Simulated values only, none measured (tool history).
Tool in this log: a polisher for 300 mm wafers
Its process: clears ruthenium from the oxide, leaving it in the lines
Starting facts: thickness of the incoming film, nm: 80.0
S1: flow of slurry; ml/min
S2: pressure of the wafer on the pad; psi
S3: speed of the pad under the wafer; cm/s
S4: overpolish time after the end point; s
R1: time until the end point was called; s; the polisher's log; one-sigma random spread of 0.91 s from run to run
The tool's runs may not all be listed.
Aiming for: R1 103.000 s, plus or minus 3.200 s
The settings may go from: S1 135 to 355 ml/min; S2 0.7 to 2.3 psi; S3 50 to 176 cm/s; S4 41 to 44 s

Run 1, hour 0.0: S1 225 ml/min, S2 1.5 psi, S3 112 cm/s, S4 41 s. Result: R1 84.037 s.
Run 2, hour 7.5: S1 225 ml/min, S2 1.4 psi, S3 112 cm/s, S4 41 s. Result: R1 91.812 s.
Run 3, hour 14.9: S1 220 ml/min, S2 1.3 psi, S3 112 cm/s, S4 41 s. Result: R1 96.836 s.
Run 4, hour 22.0: S1 220 ml/min, S2 1.3 psi, S3 112 cm/s, S4 44 s. Result: R1 97.371 s.
Run 5, hour 28.1: S1 220 ml/min, S2 1.6 psi, S3 112 cm/s, S4 44 s. Result: R1 81.334 s.
Run 6, hour 33.1: S1 220 ml/min, S2 1.4 psi, S3 112 cm/s, S4 44 s. Result: R1 91.964 s.
Run 7, hour 38.0: S1 215 ml/min, S2 1.4 psi, S3 112 cm/s, S4 44 s. Result: R1 91.402 s.
Run 8, hour 41.6: S1 215 ml/min, S2 1.3 psi, S3 112 cm/s, S4 44 s. Result: R1 99.405 s.
Run 9, hour 47.1: S1 215 ml/min, S2 1.3 psi, S3 112 cm/s, S4 44 s. Result: R1 97.895 s.
Run 10, hour 51.1: S1 210 ml/min, S2 1.3 psi, S3 112 cm/s, S4 44 s. Result: R1 98.445 s.

Which one of the following 5 next-run settings gets every result inside its allowed miss? There is exactly one.
Run A, hour 55.1: S1 220 ml/min, S2 1.3 psi, S3 116 cm/s, S4 44 s. Result: R1 ?.
Run B, hour 55.1: S1 220 ml/min, S2 1.3 psi, S3 120 cm/s, S4 44 s. Result: R1 ?.
Run C, hour 55.1: S1 155 ml/min, S2 1.2 psi, S3 136 cm/s, S4 44 s. Result: R1 ?.
Run D, hour 55.1: S1 225 ml/min, S2 1.2 psi, S3 134 cm/s, S4 44 s. Result: R1 ?.
Run E, hour 55.1: S1 250 ml/min, S2 1.3 psi, S3 106 cm/s, S4 43 s. Result: R1 ?.

move       R1
   A   94.407
   B   91.461
   C   92.303
   D   88.833
   E  101.210
A: misses by more than the last run did
B: misses by more than the last run did
C: misses by more than the last run did
D: misses by more than the last run did
E: meets every target
So the answer is move E, the one that meets all the targets.

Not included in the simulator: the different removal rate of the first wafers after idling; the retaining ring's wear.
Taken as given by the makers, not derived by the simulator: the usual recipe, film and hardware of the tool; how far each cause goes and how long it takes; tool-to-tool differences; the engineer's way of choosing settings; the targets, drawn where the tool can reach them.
